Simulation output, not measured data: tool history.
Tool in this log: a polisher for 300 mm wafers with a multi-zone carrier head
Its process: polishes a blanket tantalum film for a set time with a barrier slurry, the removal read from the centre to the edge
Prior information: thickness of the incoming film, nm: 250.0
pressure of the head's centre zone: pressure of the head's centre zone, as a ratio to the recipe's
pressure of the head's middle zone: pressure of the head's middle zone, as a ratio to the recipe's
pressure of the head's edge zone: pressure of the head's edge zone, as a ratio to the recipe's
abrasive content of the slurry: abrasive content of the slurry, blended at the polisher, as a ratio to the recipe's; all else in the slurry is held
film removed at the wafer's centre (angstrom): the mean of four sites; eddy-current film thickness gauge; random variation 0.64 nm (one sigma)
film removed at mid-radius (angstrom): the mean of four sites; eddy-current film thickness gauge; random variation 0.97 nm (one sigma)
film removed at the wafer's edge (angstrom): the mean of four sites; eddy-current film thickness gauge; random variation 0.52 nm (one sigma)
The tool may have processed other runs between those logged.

run	hour	flow of slurry (ml/min)	pressure of the head's centre zone	pressure of the head's middle zone	pressure of the head's edge zone	abrasive content of the slurry	polishing time (s)	film removed at the wafer's centre (angstrom)	film removed at mid-radius (angstrom)	film removed at the wafer's edge (angstrom)
1	0	295	1	1	1	1	40	1022.8	1006.9	1030.3
2	4.8	285	0.96	0.99	0.96	0.9	40	932.38	991.57	972.58
3	13.1	275	0.94	0.95	0.93	0.85	40	917.27	928.53	957.85
4	14.8	275	0.94	0.95	0.93	1.05	40	982.42	971.93	1020.9
5	17.2	275	0.89	0.95	0.93	1.05	40	930.47	979.16	1027.9
6	21.9	325	0.89	0.95	0.93	1.05	40	943.31	976.71	1028.7
7	24.5	325	0.82	0.96	0.83	0.8	39	774.95	887.45	880
8	29.8	325	0.82	0.95	0.82	0.8	39	765.49	895.76	876.84
9	36.6	325	0.83	0.94	0.82	0.8	39	788.48	869.71	880.13

Predict the results of run 10:
10	42.2	320	0.83	0.94	0.82	0.8	39	?	?	?

{"run 10": {"film removed at the wafer's centre (angstrom)": 783.88, "film removed at mid-radius (angstrom)": 872.45, "film removed at the wafer's edge (angstrom)": 886.58}}
